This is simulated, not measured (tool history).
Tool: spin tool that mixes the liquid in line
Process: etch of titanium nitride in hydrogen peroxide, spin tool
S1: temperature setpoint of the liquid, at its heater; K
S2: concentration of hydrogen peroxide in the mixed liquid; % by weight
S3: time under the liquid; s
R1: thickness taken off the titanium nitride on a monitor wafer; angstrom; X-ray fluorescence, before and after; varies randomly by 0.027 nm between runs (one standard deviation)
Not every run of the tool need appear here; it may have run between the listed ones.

run  hour      S1    S2   S3      R1
  1     0  319.15  20.5  280   109.1
  2   0.7  319.15  22.5  280  110.74
  3   8.5  319.15    21  280  109.39
  4  16.8  321.65    21  280  131.79
  5  24.2  319.15    21  280  109.75
  6  31.6  319.15    21  280  109.01

Predict the results of run 7:
  7  39.5  317.65  21  280   ?

{"run 7": {"R1": 97.592}}
